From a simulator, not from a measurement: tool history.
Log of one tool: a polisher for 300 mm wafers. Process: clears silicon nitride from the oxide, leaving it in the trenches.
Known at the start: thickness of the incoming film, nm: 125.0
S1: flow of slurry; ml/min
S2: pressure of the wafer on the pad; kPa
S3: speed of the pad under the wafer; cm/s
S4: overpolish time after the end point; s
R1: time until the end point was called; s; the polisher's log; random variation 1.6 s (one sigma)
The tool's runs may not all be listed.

run 1 day=0 | S1=270 S2=14.5 S3=110 S4=18 | R1=157.97
run 2 day=0.267 | S1=270 S2=14.5 S3=88 S4=18 | R1=203.23
run 3 day=0.508 | S1=205 S2=14.5 S3=88 S4=18 | R1=205.61
run 4 day=0.804 | S1=205 S2=14.5 S3=88 S4=19 | R1=202.31
run 5 day=0.946 | S1=205 S2=15.9 S3=90 S4=19 | R1=184.46
run 6 day=1.121 | S1=205 S2=15.9 S3=90 S4=18 | R1=190.23

Run 7 comes next. What will it give?
run 7 day=1.346 | S1=210 S2=20 S3=108 S4=18 | R1=?

R1: 127.2 s

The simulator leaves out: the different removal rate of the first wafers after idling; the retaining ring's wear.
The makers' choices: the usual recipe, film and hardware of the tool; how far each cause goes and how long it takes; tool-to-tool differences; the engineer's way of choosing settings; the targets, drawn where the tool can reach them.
